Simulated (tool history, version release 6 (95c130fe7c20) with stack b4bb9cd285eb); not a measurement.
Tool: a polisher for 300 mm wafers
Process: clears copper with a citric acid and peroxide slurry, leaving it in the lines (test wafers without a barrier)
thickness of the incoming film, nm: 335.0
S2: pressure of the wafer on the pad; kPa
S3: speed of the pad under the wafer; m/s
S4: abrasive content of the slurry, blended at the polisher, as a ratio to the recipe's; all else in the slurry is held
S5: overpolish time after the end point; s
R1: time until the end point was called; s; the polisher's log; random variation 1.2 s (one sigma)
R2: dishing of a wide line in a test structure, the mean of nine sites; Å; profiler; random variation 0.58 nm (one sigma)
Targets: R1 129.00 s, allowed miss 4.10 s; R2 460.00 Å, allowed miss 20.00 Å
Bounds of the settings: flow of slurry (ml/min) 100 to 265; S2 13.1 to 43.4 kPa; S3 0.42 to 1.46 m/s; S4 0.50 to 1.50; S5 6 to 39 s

Run 1, hour 0.0: flow of slurry (ml/min) 170, S2 28.3 kPa, S3 0.94 m/s, S4 1.00, S5 20 s. Result: R1 105.45 s, R2 389.87 Å.
Run 2, hour 1.1: flow of slurry (ml/min) 190, S2 28.3 kPa, S3 0.94 m/s, S4 1.00, S5 20 s. Result: R1 104.14 s, R2 400.20 Å.
Run 3, hour 2.4: flow of slurry (ml/min) 185, S2 26.9 kPa, S3 0.94 m/s, S4 1.00, S5 22 s. Result: R1 109.80 s, R2 400.71 Å.
Run 4, hour 10.2: flow of slurry (ml/min) 220, S2 26.9 kPa, S3 0.94 m/s, S4 1.00, S5 22 s. Result: R1 108.99 s, R2 413.38 Å.
Run 5, hour 14.6: flow of slurry (ml/min) 220, S2 26.9 kPa, S3 0.94 m/s, S4 1.00, S5 19 s. Result: R1 107.48 s, R2 360.83 Å.
Run 6, hour 16.7: flow of slurry (ml/min) 220, S2 26.2 kPa, S3 0.94 m/s, S4 1.00, S5 21 s. Result: R1 112.34 s, R2 387.51 Å.
Run 7, hour 19.1: flow of slurry (ml/min) 220, S2 25.5 kPa, S3 0.94 m/s, S4 1.00, S5 23 s. Result: R1 111.95 s, R2 406.61 Å.
Run 8, hour 22.4: flow of slurry (ml/min) 220, S2 24.8 kPa, S3 0.94 m/s, S4 1.00, S5 25 s. Result: R1 119.64 s, R2 425.00 Å.
Run 9, hour 25.0: flow of slurry (ml/min) 220, S2 24.8 kPa, S3 0.94 m/s, S4 1.00, S5 25 s. Result: R1 118.32 s, R2 432.09 Å.
Run 10, hour 27.2: flow of slurry (ml/min) 220, S2 24.1 kPa, S3 0.94 m/s, S4 1.00, S5 26 s. Result: R1 120.01 s, R2 423.43 Å.
Run 11, hour 35.2: flow of slurry (ml/min) 220, S2 24.1 kPa, S3 0.94 m/s, S4 1.00, S5 27 s. Result: R1 119.85 s, R2 440.85 Å.
Run 12, hour 39.0: flow of slurry (ml/min) 220, S2 23.4 kPa, S3 0.94 m/s, S4 1.00, S5 28 s. Result: R1 124.22 s, R2 452.93 Å.

Which of these 4 next moves meets every target?
Run A, hour 42.8: flow of slurry (ml/min) 235, S2 24.8 kPa, S3 0.98 m/s, S4 0.80, S5 31 s. Result: R1 ?, R2 ?.
Run B, hour 42.8: flow of slurry (ml/min) 250, S2 26.9 kPa, S3 0.76 m/s, S4 1.15, S5 30 s. Result: R1 ?, R2 ?.
Run C, hour 42.8: flow of slurry (ml/min) 210, S2 17.9 kPa, S3 1.20 m/s, S4 1.25, S5 27 s. Result: R1 ?, R2 ?.
Run D, hour 42.8: flow of slurry (ml/min) 195, S2 21.4 kPa, S3 1.00 m/s, S4 1.05, S5 34 s. Result: R1 ?, R2 ?.

move      R1      R2
   A  116.27  495.44
   B  128.37  451.55
   C  122.73  422.57
   D  128.90  487.91
A: further off than the last run
B: meets every target
C: further off than the last run
D: brings the result that was furthest off to its target, and leaves another outside
Answer: B

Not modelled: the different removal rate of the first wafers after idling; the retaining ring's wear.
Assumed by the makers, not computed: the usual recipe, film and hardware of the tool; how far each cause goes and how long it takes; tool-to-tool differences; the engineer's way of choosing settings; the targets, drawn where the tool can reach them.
